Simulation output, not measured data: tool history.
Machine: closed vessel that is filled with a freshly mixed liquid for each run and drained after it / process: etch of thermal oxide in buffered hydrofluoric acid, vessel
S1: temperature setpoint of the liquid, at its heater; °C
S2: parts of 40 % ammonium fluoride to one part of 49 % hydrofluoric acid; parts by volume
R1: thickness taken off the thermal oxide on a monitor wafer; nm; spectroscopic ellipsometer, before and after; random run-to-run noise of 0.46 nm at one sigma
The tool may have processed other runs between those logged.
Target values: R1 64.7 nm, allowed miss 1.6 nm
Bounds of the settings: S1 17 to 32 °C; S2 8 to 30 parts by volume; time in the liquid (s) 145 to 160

Run 1, hour 0: S1 25 °C, S2 22.5 parts by volume, time in the liquid (s) 145. Result: R1 75.916 nm.
Run 2, hour 7.8: S1 24.5 °C, S2 22.5 parts by volume, time in the liquid (s) 145. Result: R1 74.034 nm.
Run 3, hour 15.2: S1 24 °C, S2 22.5 parts by volume, time in the liquid (s) 145. Result: R1 72.38 nm.
Run 4, hour 23.7: S1 26.5 °C, S2 22.5 parts by volume, time in the liquid (s) 145. Result: R1 83.106 nm.
Run 5, hour 32.5: S1 26.5 °C, S2 22.5 parts by volume, time in the liquid (s) 145. Result: R1 83.268 nm.
Run 6, hour 33.5: S1 25.5 °C, S2 22.5 parts by volume, time in the liquid (s) 145. Result: R1 78.665 nm.
Run 7, hour 38.2: S1 25 °C, S2 22.5 parts by volume, time in the liquid (s) 145. Result: R1 75.994 nm.
Run 8, hour 42.6: S1 24.5 °C, S2 22.5 parts by volume, time in the liquid (s) 145. Result: R1 74.166 nm.
At hour 51.2: thermometer replaced.
Run 9, hour 51.2: S1 21.5 °C, S2 22.5 parts by volume, time in the liquid (s) 145. Result: R1 68.564 nm.

Which one of the following 4 next-run settings gets every result inside its allowed miss? There is exactly one.
Run A, hour 59.8: S1 21.5 °C, S2 22 parts by volume, time in the liquid (s) 145. Result: R1 ?.
Run B, hour 59.8: S1 23 °C, S2 26 parts by volume, time in the liquid (s) 150. Result: R1 ?.
Run C, hour 59.8: S1 19 °C, S2 20.5 parts by volume, time in the liquid (s) 155. Result: R1 ?.
Run D, hour 59.8: S1 21 °C, S2 24.5 parts by volume, time in the liquid (s) 150. Result: R1 ?.

move      R1
   A  68.855
   B  68.985
   C  67.166
   D  64.311
A: the biggest miss grows against the last run
B: the biggest miss grows against the last run
C: moves toward the targets from the last run without getting all of them in spec
D: each result inside its tolerance
The right move is D.
